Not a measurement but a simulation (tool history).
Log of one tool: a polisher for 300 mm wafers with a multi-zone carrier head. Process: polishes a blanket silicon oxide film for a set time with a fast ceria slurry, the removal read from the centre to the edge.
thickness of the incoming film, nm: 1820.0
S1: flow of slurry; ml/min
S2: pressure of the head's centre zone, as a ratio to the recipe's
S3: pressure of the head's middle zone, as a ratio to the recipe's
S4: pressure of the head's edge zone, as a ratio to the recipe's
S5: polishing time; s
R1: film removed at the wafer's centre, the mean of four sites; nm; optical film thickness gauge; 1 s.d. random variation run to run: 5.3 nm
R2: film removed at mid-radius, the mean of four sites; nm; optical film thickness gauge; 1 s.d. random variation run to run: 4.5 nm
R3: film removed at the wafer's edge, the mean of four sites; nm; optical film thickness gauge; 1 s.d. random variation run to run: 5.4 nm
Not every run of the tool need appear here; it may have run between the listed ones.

run	hour	S1	S2	S3	S4	S5	R1	R2	R3
1	0	300	1	1	1	28	577.82	545.52	523.83
2	6.4	295	0.97	0.96	0.99	25	481.71	477.12	468.52
3	14.9	295	1.04	0.96	0.99	25	525.88	462.97	459.44
4	17	290	1.02	0.93	0.97	24	479.77	439.55	447.22
5	22	290	1.02	0.92	0.96	23	458.72	418.31	420.23
6	26.6	290	1.02	0.92	0.88	23	469.22	424.23	404.57

Predict the results of run 7:
7	27.7	285	1	0.89	0.88	22	?	?	?

R1: 436.84 nm
R2: 389.41 nm
R3: 390.75 nm

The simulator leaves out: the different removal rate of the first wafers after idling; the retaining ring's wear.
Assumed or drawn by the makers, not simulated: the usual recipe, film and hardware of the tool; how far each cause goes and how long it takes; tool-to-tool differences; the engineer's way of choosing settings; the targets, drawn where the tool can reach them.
